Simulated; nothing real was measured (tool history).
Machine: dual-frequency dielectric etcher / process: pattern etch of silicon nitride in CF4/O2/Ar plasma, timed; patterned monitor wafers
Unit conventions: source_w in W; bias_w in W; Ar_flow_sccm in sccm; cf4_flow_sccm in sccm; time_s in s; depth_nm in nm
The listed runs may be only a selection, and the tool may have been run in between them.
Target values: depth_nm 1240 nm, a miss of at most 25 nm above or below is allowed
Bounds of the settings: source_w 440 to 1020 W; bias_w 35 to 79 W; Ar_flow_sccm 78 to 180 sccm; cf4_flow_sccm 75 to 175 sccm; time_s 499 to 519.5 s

run	hour	source_w	bias_w	Ar_flow_sccm	cf4_flow_sccm	time_s	depth_nm
1	0	730	57	129	125	499	1509.6
2	6.1	710	57	129	125	499	1460.1
3	8.5	690	57	129	125	499	1424.2
4	16	670	57	129	125	499	1378.6
5	16.5	660	57	129	125	499	1356.7
6	24.6	650	57	129	125	499	1335.2
7	32.9	640	57	129	125	499	1315.7
8	36.8	580	57	129	125	499	1178.3

Exercise: of the 5 proposed moves below, exactly one satisfies all targets within the stated allowed misses. Which move is it?
A	40.7	560	56	136	141	499	?
B	40.7	550	47	113	121	499	?
C	40.7	560	58	122	116	499	?
D	40.7	590	59	123	118	510	?
E	40.7	510	71	140	146	499	?

move	depth_nm
A	1138.4
B	1073.3
C	1136.4
D	1237.8
E	1095.4
A: moves away from the targets compared with the last run
B: moves away from the targets compared with the last run
C: moves away from the targets compared with the last run
D: in spec on every target
E: moves away from the targets compared with the last run
The right move is D.

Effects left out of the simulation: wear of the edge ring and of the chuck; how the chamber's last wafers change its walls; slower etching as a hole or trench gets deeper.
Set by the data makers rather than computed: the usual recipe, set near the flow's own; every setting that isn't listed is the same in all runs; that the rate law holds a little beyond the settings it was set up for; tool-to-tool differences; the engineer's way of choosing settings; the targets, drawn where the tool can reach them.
